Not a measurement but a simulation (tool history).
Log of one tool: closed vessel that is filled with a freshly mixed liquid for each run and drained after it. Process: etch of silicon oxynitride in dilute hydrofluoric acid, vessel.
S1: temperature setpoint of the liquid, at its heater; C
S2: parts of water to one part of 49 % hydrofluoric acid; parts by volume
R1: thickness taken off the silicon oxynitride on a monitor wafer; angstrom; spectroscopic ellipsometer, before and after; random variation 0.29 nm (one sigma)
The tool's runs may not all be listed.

{"run": 1, "hour": 0.0, "S1": 25, "S2": 100, "time in the liquid (s)": 340, "R1": 87.639}
{"run": 2, "hour": 2.4, "S1": 28, "S2": 100, "time in the liquid (s)": 340, "R1": 99.812}
{"run": 3, "hour": 3.6, "S1": 29.5, "S2": 80, "time in the liquid (s)": 340, "R1": 136.71}
{"run": 4, "hour": 12.7, "S1": 30.5, "S2": 65, "time in the liquid (s)": 340, "R1": 178.85}
{"run": 5, "hour": 18.5, "S1": 27.5, "S2": 65, "time in the liquid (s)": 340, "R1": 156.99}
{"run": 6, "hour": 20.1, "S1": 29, "S2": 55, "time in the liquid (s)": 340, "R1": 201.94}
{"run": 7, "hour": 23.1, "S1": 29, "S2": 55, "time in the liquid (s)": 340, "R1": 199.97}
{"run": 8, "hour": 24.4, "S1": 30, "S2": 50, "time in the liquid (s)": 340, "R1": 228.4}
{"run": 9, "hour": 28.6, "S1": 30.5, "S2": 45, "time in the liquid (s)": 340, "R1": 265.32}
{"run": 10, "hour": 31.0, "S1": 31, "S2": 45, "time in the liquid (s)": 340, "R1": 268.35}
{"run": 11, "hour": 32.3, "S1": 31, "S2": 45, "time in the liquid (s)": 340, "R1": 272.14}
{"run": 12, "hour": 38.6, "S1": 31.5, "S2": 45, "time in the liquid (s)": 340, "R1": 275.12}
{"run": 13, "hour": 44.5, "S1": 31.5, "S2": 45, "time in the liquid (s)": 340, "R1": 278.45}

Run 14 comes next. What will it give?
{"run": 14, "hour": 53.8, "S1": 33, "S2": 30, "time in the liquid (s)": 340, "R1": "?"}

Run 14 gave R1 454.78 angstrom.

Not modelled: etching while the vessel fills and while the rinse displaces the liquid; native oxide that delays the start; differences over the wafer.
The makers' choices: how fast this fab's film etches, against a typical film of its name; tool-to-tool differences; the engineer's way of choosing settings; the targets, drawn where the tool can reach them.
